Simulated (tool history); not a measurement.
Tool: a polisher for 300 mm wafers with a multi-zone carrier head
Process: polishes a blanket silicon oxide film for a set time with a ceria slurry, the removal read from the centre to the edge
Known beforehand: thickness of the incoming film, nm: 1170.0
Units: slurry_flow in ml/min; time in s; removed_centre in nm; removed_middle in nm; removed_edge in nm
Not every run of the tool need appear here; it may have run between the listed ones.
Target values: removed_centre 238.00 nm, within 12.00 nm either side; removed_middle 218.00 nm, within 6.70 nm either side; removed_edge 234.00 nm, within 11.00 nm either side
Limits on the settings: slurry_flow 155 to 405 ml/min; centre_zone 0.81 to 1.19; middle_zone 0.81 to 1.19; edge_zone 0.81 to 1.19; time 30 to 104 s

run	hour	slurry_flow	centre_zone	middle_zone	edge_zone	time	removed_centre	removed_middle	removed_edge
1	0.0	260	1.00	1.00	1.00	67	297.28	304.61	310.92
2	4.3	260	1.00	1.04	1.00	67	298.00	320.55	310.17
3	6.1	260	1.00	1.04	0.91	67	306.45	321.45	297.84
4	14.6	260	1.00	1.04	0.91	56	248.62	269.36	245.24
5	21.8	255	1.00	0.99	0.91	55	252.42	248.91	238.83
6	28.8	255	1.00	0.99	0.99	55	250.23	252.72	255.86
7	33.4	250	0.99	0.96	0.97	54	242.54	237.58	247.95
8	39.9	250	0.99	0.96	0.97	54	239.06	240.94	237.51
9	41.6	245	1.00	0.93	0.99	54	235.66	230.27	250.89
10	48.5	245	1.01	0.92	0.96	54	244.07	234.09	243.77
11	51.2	240	1.01	0.90	0.95	54	241.89	225.67	236.70

Next run, 5 choices. One meets every target within its allowed miss, the rest don't. Which?
A	53.9	280	1.07	1.01	0.88	52	?	?	?
B	53.9	235	1.03	0.96	1.02	53	?	?	?
C	53.9	325	1.01	0.89	0.95	51	?	?	?
D	53.9	330	0.95	0.96	0.84	54	?	?	?
E	53.9	220	1.02	0.82	0.91	54	?	?	?

move	removed_centre	removed_middle	removed_edge
A	258.44	244.12	232.15
B	248.14	233.92	250.18
C	242.66	218.46	238.80
D	242.03	246.82	239.04
E	247.92	207.57	240.49
A: further off than the last run
B: further off than the last run
C: in spec on every target
D: further off than the last run
E: pushes the last run's worst result past its target
Correct choice: C, which meets every target

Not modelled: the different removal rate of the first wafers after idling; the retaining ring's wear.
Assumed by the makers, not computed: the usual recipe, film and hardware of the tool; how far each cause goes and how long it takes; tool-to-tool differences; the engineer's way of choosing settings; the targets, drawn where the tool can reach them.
